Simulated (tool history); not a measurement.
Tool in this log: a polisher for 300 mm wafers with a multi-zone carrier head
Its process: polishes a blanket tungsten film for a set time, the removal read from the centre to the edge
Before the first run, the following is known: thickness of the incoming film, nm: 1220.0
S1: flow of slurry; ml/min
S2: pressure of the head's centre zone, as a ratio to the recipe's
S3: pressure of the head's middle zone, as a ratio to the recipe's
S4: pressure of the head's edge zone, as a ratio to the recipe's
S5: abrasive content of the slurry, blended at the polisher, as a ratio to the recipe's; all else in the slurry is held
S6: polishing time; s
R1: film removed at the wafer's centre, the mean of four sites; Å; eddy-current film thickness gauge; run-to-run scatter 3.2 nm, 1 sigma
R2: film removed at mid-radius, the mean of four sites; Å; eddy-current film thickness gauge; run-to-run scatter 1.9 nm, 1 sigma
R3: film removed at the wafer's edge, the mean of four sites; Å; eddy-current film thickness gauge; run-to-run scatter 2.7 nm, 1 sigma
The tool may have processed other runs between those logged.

run  hour   S1    S2    S3    S4    S5  S6      R1      R2      R3
  1   0.0  240  1.00  1.00  1.00  1.00  78  3709.5  3562.4  3540.9
  2   2.0  300  1.00  1.00  1.00  1.00  78  3730.0  3637.6  3674.0
  3   7.9  285  0.99  1.01  0.96  0.90  72  3279.1  3328.2  3223.1
  4  14.2  270  1.00  1.01  0.93  0.80  67  3071.1  2933.2  2851.1
  5  22.8  270  1.00  1.01  0.93  1.00  67  3162.9  3096.3  3081.1
  6  27.6  270  1.00  1.01  0.93  1.15  67  3394.5  3305.4  3169.3
  7  35.7  305  1.10  1.11  0.83  0.90  45  2298.8  2251.7  1907.4

Forecast run 8:
  8  37.8  305  1.09  1.11  0.83  0.90  45   ?   ?   ?

Run 8 came out at R1 2237.2 Å, R2 2275.4 Å, R3 1910.3 Å.
